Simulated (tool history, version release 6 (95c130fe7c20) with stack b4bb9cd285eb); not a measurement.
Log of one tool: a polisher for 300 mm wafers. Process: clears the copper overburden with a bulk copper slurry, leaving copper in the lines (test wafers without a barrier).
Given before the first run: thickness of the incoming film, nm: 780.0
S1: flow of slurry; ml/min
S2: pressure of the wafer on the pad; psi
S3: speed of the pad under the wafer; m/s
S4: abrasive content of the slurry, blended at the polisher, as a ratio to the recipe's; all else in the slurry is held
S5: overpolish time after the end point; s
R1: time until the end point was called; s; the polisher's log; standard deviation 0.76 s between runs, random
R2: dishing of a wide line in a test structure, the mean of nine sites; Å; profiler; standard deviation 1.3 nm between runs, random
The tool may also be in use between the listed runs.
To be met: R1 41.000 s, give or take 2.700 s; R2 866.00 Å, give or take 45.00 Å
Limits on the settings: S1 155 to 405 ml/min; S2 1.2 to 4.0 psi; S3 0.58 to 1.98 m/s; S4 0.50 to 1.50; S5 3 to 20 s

run  hour   S1   S2    S3    S4  S5      R1      R2
  1   0.0  260  2.6  1.28  1.00  10  72.246  715.01
  2   3.7  260  2.6  1.28  0.90  10  76.807  677.68
  3   6.7  260  2.9  1.32  0.90   9  65.423  722.34
  4  12.0  215  2.9  1.32  0.90   9  67.106  712.78
  5  19.9  215  3.1  1.34  0.90   8  63.146  675.96
  6  22.9  215  3.1  1.52  0.90   8  54.633  757.62
  7  30.9  215  3.8  1.56  0.90   6  44.829  715.36
  8  33.0  215  3.8  1.58  0.90   6  44.859  733.66
  9  37.5  215  3.8  1.60  0.90   6  43.815  736.46
 10  43.3  215  3.8  1.62  0.90   6  44.143  743.99
 11  44.3  215  3.8  1.64  0.90   6  43.241  777.60
 12  49.0  215  3.8  1.64  0.90   6  43.742  770.66
 13  55.1  215  3.8  1.66  0.90   6  41.744  787.91

Below are 4 possible settings for the next run. Only one of them brings all results inside the allowed miss of their targets. Which is it?
  A  61.2  195  4.0  1.86  0.90   6   ?   ?
  B  61.2  170  4.0  1.60  1.05   6   ?   ?
  C  61.2  185  3.6  1.78  0.75   5   ?   ?
  D  61.2  185  3.7  1.70  1.05   7   ?   ?

move      R1      R2
   A  36.689  859.10
   B  41.858  779.37
   C  43.622  649.78
   D  42.008  863.64
A: the furthest-off result lands on target, but another misses its tolerance
B: lands further from the targets than the last run did
C: lands further from the targets than the last run did
D: every result lands within tolerance
Move D is the one to make.
